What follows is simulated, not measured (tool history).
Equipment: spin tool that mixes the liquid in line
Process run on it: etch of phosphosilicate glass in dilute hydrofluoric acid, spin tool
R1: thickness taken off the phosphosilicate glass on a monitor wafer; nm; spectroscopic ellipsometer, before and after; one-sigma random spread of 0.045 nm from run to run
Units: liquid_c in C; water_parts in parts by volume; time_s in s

run 1 day=0 | liquid_c=22 water_parts=260 time_s=35 | R1=9.5651
run 2 day=0.071 | liquid_c=23.5 water_parts=260 time_s=35 | R1=10.231
run 3 day=0.308 | liquid_c=22 water_parts=260 time_s=35 | R1=9.6888
run 4 day=0.604 | liquid_c=22 water_parts=260 time_s=35 | R1=9.7007
run 5 day=0.767 | liquid_c=22 water_parts=260 time_s=35 | R1=9.5286
run 6 day=0.917 | liquid_c=21.5 water_parts=270 time_s=35 | R1=9.0475
run 7 day=1.008 | liquid_c=21 water_parts=280 time_s=35 | R1=8.4864

Expected results for the next run?
run 8 day=1.108 | liquid_c=20.5 water_parts=290 time_s=35 | R1=?

{"run 8": {"R1": 7.8941}}

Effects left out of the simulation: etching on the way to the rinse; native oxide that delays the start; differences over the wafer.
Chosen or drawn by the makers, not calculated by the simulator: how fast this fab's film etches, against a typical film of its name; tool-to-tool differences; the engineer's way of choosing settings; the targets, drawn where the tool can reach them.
